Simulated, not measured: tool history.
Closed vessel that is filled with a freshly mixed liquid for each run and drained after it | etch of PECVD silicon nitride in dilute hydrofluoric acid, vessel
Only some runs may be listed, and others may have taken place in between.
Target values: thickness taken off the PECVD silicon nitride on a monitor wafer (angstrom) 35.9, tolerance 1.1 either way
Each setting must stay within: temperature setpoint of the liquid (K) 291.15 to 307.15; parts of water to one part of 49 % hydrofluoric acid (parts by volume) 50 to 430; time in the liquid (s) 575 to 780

run	hour	temperature setpoint of the liquid (K)	parts of water to one part of 49 % hydrofluoric acid (parts by volume)	time in the liquid (s)	thickness taken off the PECVD silicon nitride on a monitor wafer (angstrom)
1	0	299.15	240	780	60.817
2	8	299.15	155	780	94.363
3	11.8	297.65	175	780	77.441
4	16.8	296.15	175	780	68.531
5	18.6	295.15	185	780	61.199
6	21.3	294.15	195	780	55.003
7	26	293.65	205	780	49.874
8	31	293.15	210	780	46.822
9	39.6	292.65	215	780	44.545

Which single option among these 4 for the next run brings every result within its allowed miss of target? Just one does.
A	48.2	295.65	285	670	?
B	48.2	291.15	110	575	?
C	48.2	294.15	180	780	?
D	48.2	299.15	285	765	?

move	thickness taken off the PECVD silicon nitride on a monitor wafer (angstrom)
A	35.717
B	57.626
C	59.238
D	50.52
A: all results land within tolerance of their targets
B: moves away from the targets compared with the last run
C: moves away from the targets compared with the last run
D: moves away from the targets compared with the last run
So the answer is move A, the one that meets all the targets.
